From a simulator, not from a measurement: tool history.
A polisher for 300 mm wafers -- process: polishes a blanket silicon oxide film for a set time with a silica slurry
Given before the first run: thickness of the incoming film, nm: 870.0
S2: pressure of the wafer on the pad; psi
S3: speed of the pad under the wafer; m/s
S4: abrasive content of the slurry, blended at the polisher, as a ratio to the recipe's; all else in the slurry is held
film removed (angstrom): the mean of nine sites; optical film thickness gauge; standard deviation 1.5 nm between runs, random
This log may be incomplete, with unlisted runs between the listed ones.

run 1 hour=0 | flow_of_slurry_(ml/min)=155 S2=4.9 S3=0.94 S4=1 polishing_time_(s)=48 | film_removed_(angstrom)=1768.9
run 2 hour=7.3 | flow_of_slurry_(ml/min)=155 S2=4.7 S3=0.94 S4=1 polishing_time_(s)=48 | film_removed_(angstrom)=1684.3
run 3 hour=13 | flow_of_slurry_(ml/min)=155 S2=4.7 S3=0.8 S4=1 polishing_time_(s)=48 | film_removed_(angstrom)=1504.4
run 4 hour=16.8 | flow_of_slurry_(ml/min)=155 S2=4.7 S3=0.8 S4=1 polishing_time_(s)=48 | film_removed_(angstrom)=1515.8
run 5 hour=21.9 | flow_of_slurry_(ml/min)=155 S2=5.8 S3=0.8 S4=1 polishing_time_(s)=48 | film_removed_(angstrom)=1852.9
run 6 hour=26.1 | flow_of_slurry_(ml/min)=155 S2=5.6 S3=0.8 S4=1 polishing_time_(s)=48 | film_removed_(angstrom)=1779.9
run 7 hour=34.7 | flow_of_slurry_(ml/min)=155 S2=5.4 S3=0.8 S4=1 polishing_time_(s)=48 | film_removed_(angstrom)=1733.9
run 8 hour=41.1 | flow_of_slurry_(ml/min)=155 S2=5.2 S3=0.8 S4=1 polishing_time_(s)=48 | film_removed_(angstrom)=1654.1
run 9 hour=43.8 | flow_of_slurry_(ml/min)=155 S2=5.1 S3=0.8 S4=1 polishing_time_(s)=48 | film_removed_(angstrom)=1636.8
run 10 hour=50.2 | flow_of_slurry_(ml/min)=155 S2=5 S3=0.8 S4=1 polishing_time_(s)=48 | film_removed_(angstrom)=1620.4
run 11 hour=53.8 | flow_of_slurry_(ml/min)=155 S2=4.9 S3=0.8 S4=1 polishing_time_(s)=48 | film_removed_(angstrom)=1563.6

Run 12 has not been measured yet. What should we expect?
run 12 hour=59.6 | flow_of_slurry_(ml/min)=145 S2=4 S3=0.78 S4=1 polishing_time_(s)=48 | film_removed_(angstrom)=?

{"run 12": {"film removed (angstrom)": 1255.4}}

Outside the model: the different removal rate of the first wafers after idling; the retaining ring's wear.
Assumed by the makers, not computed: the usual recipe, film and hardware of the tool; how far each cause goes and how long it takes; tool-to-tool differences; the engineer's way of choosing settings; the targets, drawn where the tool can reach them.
